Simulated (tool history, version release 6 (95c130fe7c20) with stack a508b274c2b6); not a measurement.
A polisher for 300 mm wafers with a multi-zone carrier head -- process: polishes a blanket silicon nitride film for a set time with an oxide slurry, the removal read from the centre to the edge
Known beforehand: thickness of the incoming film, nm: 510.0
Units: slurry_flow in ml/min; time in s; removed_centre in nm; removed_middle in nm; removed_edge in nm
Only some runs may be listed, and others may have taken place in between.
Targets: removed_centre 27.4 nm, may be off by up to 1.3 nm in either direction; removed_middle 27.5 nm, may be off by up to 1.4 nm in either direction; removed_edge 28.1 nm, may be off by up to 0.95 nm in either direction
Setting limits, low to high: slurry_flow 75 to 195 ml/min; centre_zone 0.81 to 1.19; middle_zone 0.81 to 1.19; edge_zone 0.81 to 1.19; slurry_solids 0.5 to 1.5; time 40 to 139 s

{"run": 1, "hour": 0.0, "slurry_flow": 125, "centre_zone": 1, "middle_zone": 1, "edge_zone": 1, "slurry_solids": 1, "time": 89, "removed_centre": 35.847, "removed_middle": 41.188, "removed_edge": 42.167}
{"run": 2, "hour": 3.0, "slurry_flow": 125, "centre_zone": 1, "middle_zone": 1, "edge_zone": 1, "slurry_solids": 0.95, "time": 89, "removed_centre": 35.632, "removed_middle": 39.835, "removed_edge": 40.741}
{"run": 3, "hour": 6.4, "slurry_flow": 125, "centre_zone": 1, "middle_zone": 0.93, "edge_zone": 1, "slurry_solids": 0.95, "time": 89, "removed_centre": 35.429, "removed_middle": 37.127, "removed_edge": 41.151}
{"run": 4, "hour": 13.3, "slurry_flow": 125, "centre_zone": 1, "middle_zone": 0.93, "edge_zone": 1, "slurry_solids": 1.15, "time": 89, "removed_centre": 38.523, "removed_middle": 40.984, "removed_edge": 44.907}
{"run": 5, "hour": 21.6, "slurry_flow": 125, "centre_zone": 1, "middle_zone": 0.93, "edge_zone": 1, "slurry_solids": 1.15, "time": 110, "removed_centre": 48.944, "removed_middle": 50.789, "removed_edge": 55.781}
{"run": 6, "hour": 27.9, "slurry_flow": 125, "centre_zone": 1, "middle_zone": 0.93, "edge_zone": 1.03, "slurry_solids": 1.15, "time": 110, "removed_centre": 48.819, "removed_middle": 52.187, "removed_edge": 56.039}
{"hour": 33.3, "done": "centre zone pressure recalibrated"}
{"run": 7, "hour": 33.3, "slurry_flow": 120, "centre_zone": 1.08, "middle_zone": 1.01, "edge_zone": 0.93, "slurry_solids": 0.9, "time": 85, "removed_centre": 40.135, "removed_middle": 36.575, "removed_edge": 37.061}
{"run": 8, "hour": 42.2, "slurry_flow": 115, "centre_zone": 1.05, "middle_zone": 1.01, "edge_zone": 0.91, "slurry_solids": 0.8, "time": 84, "removed_centre": 34.689, "removed_middle": 34.459, "removed_edge": 33.758}
{"run": 9, "hour": 44.6, "slurry_flow": 110, "centre_zone": 1.04, "middle_zone": 0.98, "edge_zone": 0.89, "slurry_solids": 0.75, "time": 84, "removed_centre": 32.82, "removed_middle": 31.285, "removed_edge": 32.391}
{"run": 10, "hour": 52.3, "slurry_flow": 105, "centre_zone": 1.03, "middle_zone": 0.98, "edge_zone": 0.87, "slurry_solids": 0.7, "time": 84, "removed_centre": 31.098, "removed_middle": 30.19, "removed_edge": 29.696}
{"run": 11, "hour": 58.4, "slurry_flow": 105, "centre_zone": 1.03, "middle_zone": 0.98, "edge_zone": 0.87, "slurry_solids": 0.7, "time": 84, "removed_centre": 31.154, "removed_middle": 30.358, "removed_edge": 29.945}
{"run": 12, "hour": 63.1, "slurry_flow": 100, "centre_zone": 1.02, "middle_zone": 0.97, "edge_zone": 0.87, "slurry_solids": 0.7, "time": 84, "removed_centre": 30.557, "removed_middle": 29.186, "removed_edge": 30.131}
{"run": 13, "hour": 65.8, "slurry_flow": 95, "centre_zone": 1.01, "middle_zone": 0.97, "edge_zone": 0.86, "slurry_solids": 0.7, "time": 84, "removed_centre": 29.303, "removed_middle": 28.788, "removed_edge": 29.088}
{"run": 14, "hour": 68.4, "slurry_flow": 90, "centre_zone": 1.01, "middle_zone": 0.97, "edge_zone": 0.86, "slurry_solids": 0.7, "time": 84, "removed_centre": 28.871, "removed_middle": 28.726, "removed_edge": 29.417}
{"run": 15, "hour": 71.6, "slurry_flow": 90, "centre_zone": 1.01, "middle_zone": 0.97, "edge_zone": 0.85, "slurry_solids": 0.7, "time": 84, "removed_centre": 29.216, "removed_middle": 28.691, "removed_edge": 28.769}
{"run": 16, "hour": 76.2, "slurry_flow": 85, "centre_zone": 1.01, "middle_zone": 0.97, "edge_zone": 0.85, "slurry_solids": 0.7, "time": 84, "removed_centre": 28.078, "removed_middle": 28.204, "removed_edge": 28.916}
{"run": 17, "hour": 84.4, "slurry_flow": 80, "centre_zone": 1.01, "middle_zone": 0.97, "edge_zone": 0.82, "slurry_solids": 0.65, "time": 84, "removed_centre": 26.745, "removed_middle": 26.062, "removed_edge": 26.828}
{"run": 18, "hour": 87.0, "slurry_flow": 80, "centre_zone": 1.01, "middle_zone": 0.97, "edge_zone": 0.83, "slurry_solids": 0.65, "time": 84, "removed_centre": 27.086, "removed_middle": 26.366, "removed_edge": 26.975}
{"run": 19, "hour": 89.5, "slurry_flow": 80, "centre_zone": 1.01, "middle_zone": 0.97, "edge_zone": 0.84, "slurry_solids": 0.65, "time": 84, "removed_centre": 27.042, "removed_middle": 26.57, "removed_edge": 27.51}

Of the 5 settings listed for the next run, only one would bring every result within its allowed miss of target. Which one?
{"run": "A", "hour": 92.0, "slurry_flow": 85, "centre_zone": 1.03, "middle_zone": 0.97, "edge_zone": 0.81, "slurry_solids": 0.55, "time": 91, "removed_centre": "?", "removed_middle": "?", "removed_edge": "?"}
{"run": "B", "hour": 92.0, "slurry_flow": 80, "centre_zone": 1.11, "middle_zone": 0.99, "edge_zone": 0.96, "slurry_solids": 0.7, "time": 73, "removed_centre": "?", "removed_middle": "?", "removed_edge": "?"}
{"run": "C", "hour": 92.0, "slurry_flow": 130, "centre_zone": 1.02, "middle_zone": 0.96, "edge_zone": 0.92, "slurry_solids": 0.6, "time": 78, "removed_centre": "?", "removed_middle": "?", "removed_edge": "?"}
{"run": "D", "hour": 92.0, "slurry_flow": 95, "centre_zone": 1.01, "middle_zone": 1, "edge_zone": 0.82, "slurry_solids": 0.6, "time": 83, "removed_centre": "?", "removed_middle": "?", "removed_edge": "?"}
{"run": "E", "hour": 92.0, "slurry_flow": 90, "centre_zone": 0.99, "middle_zone": 1, "edge_zone": 0.9, "slurry_solids": 0.65, "time": 84, "removed_centre": "?", "removed_middle": "?", "removed_edge": "?"}

move=A removed_centre=26.903 removed_middle=26.171 removed_edge=25.657
move=B removed_centre=26.913 removed_middle=24.751 removed_edge=25.68
move=C removed_centre=27.296 removed_middle=26.178 removed_edge=26.369
move=D removed_centre=26.509 removed_middle=26.848 removed_edge=25.516
move=E removed_centre=27.319 removed_middle=28.296 removed_edge=28.021
A: the worst result of the last run now meets its target, but another is out of spec
B: lands further from the targets than the last run did
C: the worst result of the last run now meets its target, but another is out of spec
D: the worst result of the last run now meets its target, but another is out of spec
E: meets every target
Correct choice: E, which meets every target
